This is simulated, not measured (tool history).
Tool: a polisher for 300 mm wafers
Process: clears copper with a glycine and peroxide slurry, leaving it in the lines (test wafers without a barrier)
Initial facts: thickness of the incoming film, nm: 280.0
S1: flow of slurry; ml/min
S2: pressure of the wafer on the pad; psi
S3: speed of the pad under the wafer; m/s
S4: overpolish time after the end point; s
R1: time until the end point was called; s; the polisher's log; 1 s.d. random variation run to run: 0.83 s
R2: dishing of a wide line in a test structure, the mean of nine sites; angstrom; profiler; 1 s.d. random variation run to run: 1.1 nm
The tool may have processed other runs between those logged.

run  hour   S1   S2    S3  S4      R1      R2
  1     0  160  1.8  0.86  11  79.634  299.92
  2   1.6  160    2  0.92  12  70.892  371.92
  3   6.6  160  2.2  0.96  13  65.518   421.6
  4    10  135  2.2  0.96  13  67.986  402.27
  5  18.6  135  2.2  0.84  13  74.735  385.07
  6  20.2  105  2.2  0.84  13  76.666  378.38
  7    29  115  2.7  1.08  16  54.891  591.19

Run 8 has not been measured yet. What should we expect?
  8    32  120  2.7  1.1  16   ?   ?

R1: 52.338 s
R2: 596.05 angstrom
